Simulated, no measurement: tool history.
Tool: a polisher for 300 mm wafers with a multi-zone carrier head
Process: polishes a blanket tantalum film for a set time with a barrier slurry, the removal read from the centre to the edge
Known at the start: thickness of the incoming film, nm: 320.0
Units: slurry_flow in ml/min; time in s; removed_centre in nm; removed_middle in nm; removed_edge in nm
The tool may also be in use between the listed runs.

Run 1, hour 0: slurry_flow 175 ml/min, centre_zone 1, middle_zone 1, edge_zone 1, slurry_solids 1, time 45 s. Result: removed_centre 112.04 nm, removed_middle 117.44 nm, removed_edge 113.98 nm.
Run 2, hour 1.5: slurry_flow 175 ml/min, centre_zone 1, middle_zone 1, edge_zone 0.92, slurry_solids 1, time 45 s. Result: removed_centre 112.64 nm, removed_middle 114.4 nm, removed_edge 110.04 nm.
Run 3, hour 9.2: slurry_flow 175 ml/min, centre_zone 1, middle_zone 1, edge_zone 0.92, slurry_solids 1, time 56 s. Result: removed_centre 140.68 nm, removed_middle 144.18 nm, removed_edge 137.96 nm.
Run 4, hour 16.9: slurry_flow 175 ml/min, centre_zone 1.08, middle_zone 1, edge_zone 0.92, slurry_solids 1, time 56 s. Result: removed_centre 150.59 nm, removed_middle 142.98 nm, removed_edge 136.46 nm.
Run 5, hour 25.8: slurry_flow 175 ml/min, centre_zone 1.08, middle_zone 1, edge_zone 0.92, slurry_solids 1.1, time 56 s. Result: removed_centre 155.68 nm, removed_middle 143.11 nm, removed_edge 138.19 nm.
Run 6, hour 28.5: slurry_flow 165 ml/min, centre_zone 1.04, middle_zone 0.97, edge_zone 0.91, slurry_solids 1, time 54 s. Result: removed_centre 137.94 nm, removed_middle 134.24 nm, removed_edge 131.57 nm.
Run 7, hour 30.3: slurry_flow 165 ml/min, centre_zone 1.02, middle_zone 0.95, edge_zone 0.9, slurry_solids 0.9, time 52 s. Result: removed_centre 125.35 nm, removed_middle 123.38 nm, removed_edge 120.43 nm.
Run 8, hour 33.5: slurry_flow 160 ml/min, centre_zone 0.99, middle_zone 0.92, edge_zone 0.9, slurry_solids 0.8, time 51 s. Result: removed_centre 116.73 nm, removed_middle 109.48 nm, removed_edge 114.13 nm.

Run 9 comes next. What will it give?
Run 9, hour 36: slurry_flow 150 ml/min, centre_zone 0.95, middle_zone 0.92, edge_zone 0.89, slurry_solids 0.75, time 51 s. Result: removed_centre ?, removed_middle ?, removed_edge ?.

{"run 9": {"removed_centre": 106.71, "removed_middle": 106.46, "removed_edge": 110.23}}
